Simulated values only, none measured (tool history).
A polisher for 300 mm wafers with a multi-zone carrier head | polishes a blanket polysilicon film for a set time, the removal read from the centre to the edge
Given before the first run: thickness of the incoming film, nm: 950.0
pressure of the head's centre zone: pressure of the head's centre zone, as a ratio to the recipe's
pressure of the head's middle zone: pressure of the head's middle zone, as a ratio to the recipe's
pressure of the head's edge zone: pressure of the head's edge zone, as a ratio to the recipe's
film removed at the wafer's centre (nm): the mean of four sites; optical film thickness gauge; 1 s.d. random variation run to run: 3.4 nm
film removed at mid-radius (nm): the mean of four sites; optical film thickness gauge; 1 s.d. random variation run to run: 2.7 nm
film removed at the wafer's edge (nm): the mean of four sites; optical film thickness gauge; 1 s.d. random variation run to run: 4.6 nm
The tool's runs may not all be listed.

run	hour	flow of slurry (ml/min)	pressure of the head's centre zone	pressure of the head's middle zone	pressure of the head's edge zone	polishing time (s)	film removed at the wafer's centre (nm)	film removed at mid-radius (nm)	film removed at the wafer's edge (nm)
1	0.0	255	1.00	1.00	1.00	39	370.99	382.64	382.34
2	4.3	215	1.00	1.00	1.00	39	357.67	378.90	382.93
3	12.1	215	1.05	1.00	1.00	39	384.22	374.76	371.93
4	19.7	215	1.05	1.00	0.95	39	377.53	374.92	369.23
5	26.9	220	1.04	1.01	0.95	39	377.66	375.74	373.66
6	28.5	220	1.04	0.98	0.95	39	373.12	370.26	367.95

Run 7 has not been measured yet. What should we expect?
7	30.4	290	0.94	1.08	0.89	39	?	?	?

film removed at the wafer's centre (nm): 356.53
film removed at mid-radius (nm): 416.83
film removed at the wafer's edge (nm): 360.67
